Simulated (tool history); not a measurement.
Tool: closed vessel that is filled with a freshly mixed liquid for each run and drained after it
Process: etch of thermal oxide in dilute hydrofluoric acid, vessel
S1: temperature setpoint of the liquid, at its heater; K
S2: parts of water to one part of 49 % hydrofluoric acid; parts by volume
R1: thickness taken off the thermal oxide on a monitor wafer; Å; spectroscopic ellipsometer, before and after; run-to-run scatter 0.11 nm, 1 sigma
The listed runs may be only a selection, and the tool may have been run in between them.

run 1 hour=0 | S1=296.15 S2=160 time_in_the_liquid_(s)=505 | R1=137.05
run 2 hour=9 | S1=292.65 S2=160 time_in_the_liquid_(s)=505 | R1=118.22
run 3 hour=11.6 | S1=293.65 S2=160 time_in_the_liquid_(s)=505 | R1=122.34
run 4 hour=19.6 | S1=294.65 S2=160 time_in_the_liquid_(s)=505 | R1=128.17
run 5 hour=23.7 | S1=294.65 S2=160 time_in_the_liquid_(s)=540 | R1=136.6
run 6 hour=28.1 | S1=294.65 S2=160 time_in_the_liquid_(s)=540 | R1=135.54

Predict the results of run 7:
run 7 hour=35 | S1=295.65 S2=160 time_in_the_liquid_(s)=540 | R1=?

R1: 142.86 Å
